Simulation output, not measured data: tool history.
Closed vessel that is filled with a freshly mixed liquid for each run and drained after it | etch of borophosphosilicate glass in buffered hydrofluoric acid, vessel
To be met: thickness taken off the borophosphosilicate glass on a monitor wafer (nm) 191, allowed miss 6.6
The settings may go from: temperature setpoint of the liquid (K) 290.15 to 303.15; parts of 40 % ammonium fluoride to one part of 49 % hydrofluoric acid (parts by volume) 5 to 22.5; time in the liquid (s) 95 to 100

run	hour	temperature setpoint of the liquid (K)	parts of 40 % ammonium fluoride to one part of 49 % hydrofluoric acid (parts by volume)	time in the liquid (s)	thickness taken off the borophosphosilicate glass on a monitor wafer (nm)
1	0	295.15	13.5	95	122.46
2	6.8	292.65	13.5	95	104.82
3	12.4	294.65	13.5	95	117.69
4	14.2	296.15	13.5	95	127.61
5	15.4	292.65	13.5	95	106.72
6	18.3	292.65	13.5	100	110.63
7	24.7	294.15	13.5	100	120.56
8	29.7	295.65	13.5	100	130.41
9	36.9	296.65	13.5	100	142.37

4 next moves are on the table. One of them brings every result within its allowed miss. Which?
A	44.1	292.65	6.5	100	?
B	44.1	296.65	11.5	100	?
C	44.1	294.15	8	95	?
D	44.1	297.15	15	95	?

move	thickness taken off the borophosphosilicate glass on a monitor wafer (nm)
A	225.22
B	162.4
C	187.96
D	122.01
A: takes the result that was furthest off past its target
B: nearer than the last run, and not there yet
C: meets every target
D: further off than the last run
Answer: C
